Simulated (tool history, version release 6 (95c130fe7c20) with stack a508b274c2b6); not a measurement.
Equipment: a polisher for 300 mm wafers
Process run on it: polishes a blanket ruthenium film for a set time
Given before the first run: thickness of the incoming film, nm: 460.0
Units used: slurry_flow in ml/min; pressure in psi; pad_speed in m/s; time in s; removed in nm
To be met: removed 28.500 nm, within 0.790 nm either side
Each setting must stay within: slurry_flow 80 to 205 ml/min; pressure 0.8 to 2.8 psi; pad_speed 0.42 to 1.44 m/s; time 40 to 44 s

run  hour  slurry_flow  pressure  pad_speed  time  removed
  1   0.0          135       1.8       0.92    44   46.212
  2   5.6          130       1.6       0.92    44   40.689
  3  10.4          130       1.4       0.92    44   35.876
  4  18.2          125       1.3       0.92    44   33.677
  5  27.0          120       1.2       0.92    44   31.314
  6  28.5          120       1.2       0.74    44   25.349
  7  34.8          130       1.2       0.74    44   25.694
  8  43.5          140       1.2       0.74    44   25.918
  9  50.8          160       1.4       0.74    44   30.269
 10  53.9          155       1.4       0.74    44   30.133
 11  59.8          150       1.4       0.74    44   29.730
 12  62.6          145       1.4       0.74    44   29.967
 13  68.8          140       1.3       0.74    44   27.711

Which of these 5 next moves meets every target?
  A  75.0          145       1.5       0.68    40        ?
  B  75.0          125       1.5       0.64    43        ?
  C  75.0          140       1.2       0.92    40        ?
  D  75.0          145       1.3       0.86    41        ?
  E  75.0          115       1.4       0.72    42        ?

move  removed
   A   26.578
   B   26.499
   C   28.605
   D   29.771
   E   26.853
A: further off than the last run
B: further off than the last run
C: all results land within tolerance of their targets
D: pushes the last run's worst result past its target
E: further off than the last run
Answer: C
